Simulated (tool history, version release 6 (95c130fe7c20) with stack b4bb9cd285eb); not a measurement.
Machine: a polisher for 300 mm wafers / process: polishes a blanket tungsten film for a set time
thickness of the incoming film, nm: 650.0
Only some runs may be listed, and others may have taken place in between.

| run | hour | flow of slurry (ml/min) | pressure of the wafer on the pad (kPa) | speed of the pad under the wafer (m/s) | abrasive content of the slurry | polishing time (s) | film removed (angstrom) |
|---|---|---|---|---|---|---|---|
| 1 | 0 | 210 | 29.6 | 1.34 | 1 | 23 | 1779.6 |
| 2 | 9 | 210 | 29 | 1.34 | 1 | 23 | 1682.4 |
| 3 | 11.9 | 210 | 28.3 | 1.34 | 1 | 23 | 1663.9 |
| 4 | 18.3 | 210 | 27.6 | 1.34 | 1 | 23 | 1618.2 |
| 5 | 21.1 | 210 | 26.2 | 1.34 | 1 | 23 | 1552.1 |
| 6 | 28.6 | 210 | 31 | 1.34 | 1 | 23 | 1820.3 |
| 7 | 29.6 | 210 | 30.3 | 1.34 | 1 | 23 | 1784.1 |

Estimate the outcome of run 8 from the log above:
| 8 | 35.2 | 210 | 29.6 | 1.34 | 1 | 23 | ? |

{"run 8": {"film removed (angstrom)": 1742.7}}

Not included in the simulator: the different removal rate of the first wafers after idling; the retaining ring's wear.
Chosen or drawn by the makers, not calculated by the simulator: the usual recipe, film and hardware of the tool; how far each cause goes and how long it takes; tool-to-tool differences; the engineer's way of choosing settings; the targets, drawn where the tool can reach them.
